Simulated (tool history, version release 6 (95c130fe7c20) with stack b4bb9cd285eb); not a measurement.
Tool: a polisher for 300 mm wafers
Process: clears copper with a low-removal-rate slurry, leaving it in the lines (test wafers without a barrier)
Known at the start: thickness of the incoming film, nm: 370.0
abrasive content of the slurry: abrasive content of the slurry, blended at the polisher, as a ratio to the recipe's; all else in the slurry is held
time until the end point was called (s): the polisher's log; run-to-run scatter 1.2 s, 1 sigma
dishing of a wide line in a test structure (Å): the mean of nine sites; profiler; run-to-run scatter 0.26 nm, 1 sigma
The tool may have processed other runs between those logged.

| run | hour | flow of slurry (ml/min) | pressure of the wafer on the pad (kPa) | speed of the pad under the wafer (m/s) | abrasive content of the slurry | overpolish time after the end point (s) | time until the end point was called (s) | dishing of a wide line in a test structure (Å) |
|---|---|---|---|---|---|---|---|---|
| 1 | 0.0 | 265 | 17.2 | 1.36 | 1.0 | 16 | 100.75 | 378.62 |
| 2 | 4.6 | 270 | 15.2 | 1.36 | 1.0 | 14 | 113.19 | 311.11 |
| 3 | 8.4 | 275 | 13.8 | 1.36 | 1.0 | 12 | 125.77 | 250.00 |
| 4 | 14.7 | 275 | 13.1 | 1.36 | 1.0 | 11 | 130.67 | 217.04 |
| 5 | 22.3 | 275 | 10.3 | 1.36 | 1.0 | 11 | 167.35 | 178.66 |
| 6 | 31.1 | 245 | 10.3 | 1.36 | 1.0 | 11 | 168.00 | 175.78 |
| 7 | 36.4 | 275 | 10.3 | 1.36 | 1.0 | 10 | 166.24 | 158.91 |
| 8 | 43.5 | 280 | 11.0 | 1.36 | 1.0 | 10 | 155.31 | 168.75 |

Expected results for the next run?
| 9 | 49.5 | 285 | 11.7 | 1.36 | 1.0 | 11 | ? | ? |

For run 9 the tool returned time until the end point was called (s) 146.47, dishing of a wide line in a test structure (Å) 201.33.
